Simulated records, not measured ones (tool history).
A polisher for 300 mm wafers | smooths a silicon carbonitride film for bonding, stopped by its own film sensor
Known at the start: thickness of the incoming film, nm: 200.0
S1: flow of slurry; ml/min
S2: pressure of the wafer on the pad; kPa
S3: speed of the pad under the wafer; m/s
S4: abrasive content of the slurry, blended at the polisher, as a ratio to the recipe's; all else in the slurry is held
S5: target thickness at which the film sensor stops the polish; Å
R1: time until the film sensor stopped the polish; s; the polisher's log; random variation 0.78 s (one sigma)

| run | day | S1 | S2 | S3 | S4 | S5 | R1 |
|---|---|---|---|---|---|---|---|
| 1 | 0 | 200 | 13.8 | 0.94 | 1 | 1840 | 72.62 |
| 2 | 0.375 | 200 | 13.8 | 0.94 | 1 | 1850 | 67.944 |
| 3 | 0.458 | 200 | 12.4 | 0.94 | 1 | 1850 | 72.527 |
| 4 | 0.529 | 200 | 12.4 | 0.94 | 0.9 | 1850 | 78.981 |
| 5 | 0.821 | 200 | 13.8 | 0.96 | 0.9 | 1850 | 69.007 |
| 6 | 0.992 | 200 | 14.5 | 0.96 | 0.9 | 1850 | 64.583 |
| 7 | 1.25 | 200 | 15.2 | 0.96 | 0.9 | 1850 | 64.157 |

Run 8 comes next. What will it give?
| 8 | 1.288 | 200 | 15.9 | 0.96 | 0.9 | 1850 | ? |

R1: 61.14 s
